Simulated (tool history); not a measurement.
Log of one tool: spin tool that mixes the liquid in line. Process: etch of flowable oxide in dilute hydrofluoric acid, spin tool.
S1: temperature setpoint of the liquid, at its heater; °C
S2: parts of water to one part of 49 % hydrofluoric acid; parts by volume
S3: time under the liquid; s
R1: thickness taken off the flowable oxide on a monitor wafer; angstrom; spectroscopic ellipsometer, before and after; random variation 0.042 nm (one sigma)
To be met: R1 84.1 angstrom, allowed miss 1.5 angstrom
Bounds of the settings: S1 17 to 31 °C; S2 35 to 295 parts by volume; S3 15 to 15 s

run  hour    S1   S2  S3      R1
  1     0    23  165  15  46.259
  2   0.7  26.5  165  15  52.475
  3   5.8    27  160  15  55.788
  4    13  27.5  155  15  59.332
  5  18.8  27.5  125  15  76.165
  6  21.1  25.5  125  15      71
  7  28.4    26  125  15  72.765
  8  30.4    26  125  15  71.921
  9  33.9  26.5  125  15  72.741

Which of these 4 next moves meets every target?
  A  37.4    26  110  15   ?
  B  37.4    24  110  15   ?
  C  37.4  23.5   90  15   ?
  D  37.4  27.5  120  15   ?

move      R1
   A    84.2
   B  77.888
   C  95.632
   D  80.693
A: meets every target
B: nearer than the last run, and not there yet
C: takes the result that was furthest off past its target
D: nearer than the last run, and not there yet
Answer: A
